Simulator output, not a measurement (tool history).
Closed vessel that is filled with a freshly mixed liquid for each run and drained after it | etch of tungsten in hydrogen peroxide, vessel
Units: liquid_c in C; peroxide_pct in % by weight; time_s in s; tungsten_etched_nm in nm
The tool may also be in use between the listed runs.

{"run": 1, "hour": 0.0, "liquid_c": 56.0, "peroxide_pct": 16, "time_s": 90, "tungsten_etched_nm": 161.52}
{"run": 2, "hour": 7.8, "liquid_c": 56.0, "peroxide_pct": 14, "time_s": 90, "tungsten_etched_nm": 150.98}
{"run": 3, "hour": 12.5, "liquid_c": 56.0, "peroxide_pct": 14, "time_s": 90, "tungsten_etched_nm": 151.63}
{"run": 4, "hour": 18.2, "liquid_c": 56.0, "peroxide_pct": 16, "time_s": 90, "tungsten_etched_nm": 159.91}
{"run": 5, "hour": 20.9, "liquid_c": 49.5, "peroxide_pct": 16, "time_s": 90, "tungsten_etched_nm": 107.48}
{"run": 6, "hour": 26.4, "liquid_c": 48.5, "peroxide_pct": 16, "time_s": 90, "tungsten_etched_nm": 101.5}
{"run": 7, "hour": 34.8, "liquid_c": 47.5, "peroxide_pct": 16, "time_s": 90, "tungsten_etched_nm": 96.128}
{"run": 8, "hour": 36.0, "liquid_c": 47.0, "peroxide_pct": 16, "time_s": 90, "tungsten_etched_nm": 93.3}

Run 9 comes next. What will it give?
{"run": 9, "hour": 39.5, "liquid_c": 46.5, "peroxide_pct": 16, "time_s": 90, "tungsten_etched_nm": "?"}

{"run 9": {"tungsten_etched_nm": 89.955}}

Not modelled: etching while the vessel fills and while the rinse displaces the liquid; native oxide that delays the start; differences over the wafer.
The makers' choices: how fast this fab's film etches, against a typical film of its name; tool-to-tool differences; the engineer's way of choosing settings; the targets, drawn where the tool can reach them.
